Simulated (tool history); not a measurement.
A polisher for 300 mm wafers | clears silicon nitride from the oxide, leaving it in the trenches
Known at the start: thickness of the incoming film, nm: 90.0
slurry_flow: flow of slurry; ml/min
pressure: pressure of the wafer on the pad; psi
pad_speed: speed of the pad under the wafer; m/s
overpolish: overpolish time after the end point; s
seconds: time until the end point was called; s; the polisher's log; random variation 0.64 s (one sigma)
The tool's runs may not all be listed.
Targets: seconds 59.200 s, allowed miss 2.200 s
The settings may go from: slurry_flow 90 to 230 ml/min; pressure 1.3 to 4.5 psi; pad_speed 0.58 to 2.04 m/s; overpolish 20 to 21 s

{"run": 1, "hour": 0.0, "slurry_flow": 150, "pressure": 2.9, "pad_speed": 1.3, "overpolish": 20, "seconds": 87.678}
{"run": 2, "hour": 3.5, "slurry_flow": 150, "pressure": 2.3, "pad_speed": 1.3, "overpolish": 20, "seconds": 106.79}
{"run": 3, "hour": 10.2, "slurry_flow": 150, "pressure": 2.9, "pad_speed": 1.3, "overpolish": 20, "seconds": 87.045}
{"run": 4, "hour": 13.4, "slurry_flow": 150, "pressure": 2.9, "pad_speed": 1.44, "overpolish": 20, "seconds": 82.033}
{"run": 5, "hour": 18.2, "slurry_flow": 155, "pressure": 3.2, "pad_speed": 1.46, "overpolish": 20, "seconds": 72.508}
{"run": 6, "hour": 18.8, "slurry_flow": 155, "pressure": 3.4, "pad_speed": 1.46, "overpolish": 20, "seconds": 68.323}
{"run": 7, "hour": 20.7, "slurry_flow": 155, "pressure": 3.5, "pad_speed": 1.46, "overpolish": 20, "seconds": 66.222}
{"run": 8, "hour": 25.0, "slurry_flow": 155, "pressure": 3.6, "pad_speed": 1.46, "overpolish": 20, "seconds": 65.337}
{"run": 9, "hour": 31.9, "slurry_flow": 160, "pressure": 3.7, "pad_speed": 1.46, "overpolish": 20, "seconds": 62.701}

Which of these 4 next moves meets every target?
{"run": "A", "hour": 38.8, "slurry_flow": 105, "pressure": 3.7, "pad_speed": 1.78, "overpolish": 20, "seconds": "?"}
{"run": "B", "hour": 38.8, "slurry_flow": 145, "pressure": 3.4, "pad_speed": 1.54, "overpolish": 20, "seconds": "?"}
{"run": "C", "hour": 38.8, "slurry_flow": 155, "pressure": 3.7, "pad_speed": 1.38, "overpolish": 20, "seconds": "?"}
{"run": "D", "hour": 38.8, "slurry_flow": 150, "pressure": 3.7, "pad_speed": 1.38, "overpolish": 20, "seconds": "?"}

move=A seconds=59.215
move=B seconds=66.633
move=C seconds=65.375
move=D seconds=65.743
A: meets every target
B: further off than the last run
C: further off than the last run
D: further off than the last run
Move A is the one to make.

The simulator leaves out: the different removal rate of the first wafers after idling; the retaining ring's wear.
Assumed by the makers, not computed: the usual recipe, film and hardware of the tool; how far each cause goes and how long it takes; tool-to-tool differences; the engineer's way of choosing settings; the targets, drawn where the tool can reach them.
